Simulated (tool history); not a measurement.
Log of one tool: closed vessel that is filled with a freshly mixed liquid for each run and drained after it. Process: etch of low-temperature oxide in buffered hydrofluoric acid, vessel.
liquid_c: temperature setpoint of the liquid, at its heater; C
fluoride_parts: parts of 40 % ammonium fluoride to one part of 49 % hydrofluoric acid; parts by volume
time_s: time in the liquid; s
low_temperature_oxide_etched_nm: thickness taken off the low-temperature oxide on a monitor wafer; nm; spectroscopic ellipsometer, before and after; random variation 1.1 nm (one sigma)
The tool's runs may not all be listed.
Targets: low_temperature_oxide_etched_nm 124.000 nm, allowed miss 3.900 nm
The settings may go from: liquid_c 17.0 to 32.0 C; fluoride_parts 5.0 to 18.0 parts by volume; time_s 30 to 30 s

run,hour,liquid_c,fluoride_parts,time_s,low_temperature_oxide_etched_nm
1,0.0,24.0,11.0,30,57.884
2,2.4,25.0,10.5,30,63.999
3,8.2,27.5,10.5,30,73.661
4,11.6,28.0,10.0,30,79.739
5,16.1,28.5,9.5,30,84.668
6,19.7,28.5,11.5,30,72.135
7,24.1,29.0,11.0,30,77.111
8,30.1,29.5,10.5,30,83.277
9,37.8,32.0,7.0,30,136.490

Which of these 5 next moves meets every target?
A,45.5,31.5,6.5,30,?
B,45.5,32.0,6.5,30,?
C,45.5,30.0,7.0,30,?
D,45.5,31.0,6.5,30,?
E,45.5,31.0,6.0,30,?

move,low_temperature_oxide_etched_nm
A,142.460
B,146.190
C,123.560
D,138.810
E,148.740
A: further off than the last run
B: further off than the last run
C: meets every target
D: further off than the last run
E: further off than the last run
The right move is C.
